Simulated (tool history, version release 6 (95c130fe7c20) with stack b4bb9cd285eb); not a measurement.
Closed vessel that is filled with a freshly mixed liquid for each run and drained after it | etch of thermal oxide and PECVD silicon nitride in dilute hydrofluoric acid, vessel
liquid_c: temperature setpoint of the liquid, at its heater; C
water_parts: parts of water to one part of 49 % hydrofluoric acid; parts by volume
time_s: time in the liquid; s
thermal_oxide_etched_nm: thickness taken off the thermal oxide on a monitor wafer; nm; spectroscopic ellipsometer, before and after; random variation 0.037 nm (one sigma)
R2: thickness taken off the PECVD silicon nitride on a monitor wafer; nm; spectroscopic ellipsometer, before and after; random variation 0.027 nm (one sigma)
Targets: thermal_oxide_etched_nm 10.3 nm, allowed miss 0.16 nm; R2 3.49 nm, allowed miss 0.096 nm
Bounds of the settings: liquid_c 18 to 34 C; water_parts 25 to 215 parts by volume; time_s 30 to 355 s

run 1 day=0 | liquid_c=26 water_parts=120 time_s=180 | thermal_oxide_etched_nm=7.5616 R2=2.9069
run 2 day=0.312 | liquid_c=26 water_parts=145 time_s=180 | thermal_oxide_etched_nm=6.1129 R2=2.3777
run 3 day=0.575 | liquid_c=26 water_parts=145 time_s=235 | thermal_oxide_etched_nm=7.9554 R2=3.1113
run 4 day=0.658 | liquid_c=26 water_parts=175 time_s=235 | thermal_oxide_etched_nm=6.3602 R2=2.5683
run 5 day=0.833 | liquid_c=29 water_parts=175 time_s=235 | thermal_oxide_etched_nm=7.1098 R2=3.0965
run 6 day=0.971 | liquid_c=27.5 water_parts=155 time_s=230 | thermal_oxide_etched_nm=7.6355 R2=3.1138
run 7 day=1.342 | liquid_c=26.5 water_parts=140 time_s=225 | thermal_oxide_etched_nm=8.0595 R2=3.1583
run 8 day=1.608 | liquid_c=25.5 water_parts=125 time_s=220 | thermal_oxide_etched_nm=8.7199 R2=3.2923
run 9 day=1.771 | liquid_c=25 water_parts=115 time_s=220 | thermal_oxide_etched_nm=9.4001 R2=3.417
run 10 day=1.871 | liquid_c=24.5 water_parts=110 time_s=220 | thermal_oxide_etched_nm=9.6712 R2=3.5155

Which of these 5 next moves meets every target?
run A day=1.971 | liquid_c=27.5 water_parts=125 time_s=210 | thermal_oxide_etched_nm=? R2=?
run B day=1.971 | liquid_c=22 water_parts=90 time_s=215 | thermal_oxide_etched_nm=? R2=?
run C day=1.971 | liquid_c=22.5 water_parts=105 time_s=240 | thermal_oxide_etched_nm=? R2=?
run D day=1.971 | liquid_c=27 water_parts=115 time_s=200 | thermal_oxide_etched_nm=? R2=?
run E day=1.971 | liquid_c=29 water_parts=160 time_s=255 | thermal_oxide_etched_nm=? R2=?

move=A thermal_oxide_etched_nm=8.9679 R2=3.5324
move=B thermal_oxide_etched_nm=10.738 R2=3.4961
move=C thermal_oxide_etched_nm=10.299 R2=3.4685
move=D thermal_oxide_etched_nm=9.2274 R2=3.5422
move=E thermal_oxide_etched_nm=8.5987 R2=3.6743
A: further off than the last run
B: takes the result that was furthest off past its target
C: meets every target
D: further off than the last run
E: further off than the last run
Move C is the one to make.

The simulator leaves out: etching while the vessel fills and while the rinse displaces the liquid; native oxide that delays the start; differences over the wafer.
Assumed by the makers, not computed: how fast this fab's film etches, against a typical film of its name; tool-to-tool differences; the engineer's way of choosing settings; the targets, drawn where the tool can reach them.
